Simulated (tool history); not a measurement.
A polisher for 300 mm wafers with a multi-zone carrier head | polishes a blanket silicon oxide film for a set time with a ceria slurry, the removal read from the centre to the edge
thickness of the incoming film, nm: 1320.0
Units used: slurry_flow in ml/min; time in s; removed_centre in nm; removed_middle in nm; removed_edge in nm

run,hour,slurry_flow,centre_zone,middle_zone,edge_zone,time,removed_centre,removed_middle,removed_edge
1,0.0,260,1.00,1.00,1.00,73,441.74,438.53,440.66
2,4.5,305,1.00,1.00,1.00,73,451.27,451.13,448.88
3,10.6,305,1.00,1.00,0.92,73,459.62,450.24,431.61
4,15.9,305,1.00,1.00,0.92,63,383.86,379.81,367.10
5,19.8,305,1.00,1.00,0.94,66,413.63,405.66,392.09
6,24.2,305,1.00,1.08,0.94,66,401.53,425.34,391.07
7,24.7,305,1.00,1.08,0.96,69,424.35,445.29,417.80
8,31.5,310,1.00,1.08,0.98,71,437.09,452.57,432.47
9,36.9,310,1.00,1.08,0.99,74,466.24,486.03,449.17
10,37.8,305,0.99,1.07,1.00,77,476.88,498.01,466.53

What will run 11 give?
11,43.8,300,0.99,1.07,1.02,79,?,?,?

{"run 11": {"removed_centre": 490.02, "removed_middle": 521.39, "removed_edge": 485.52}}
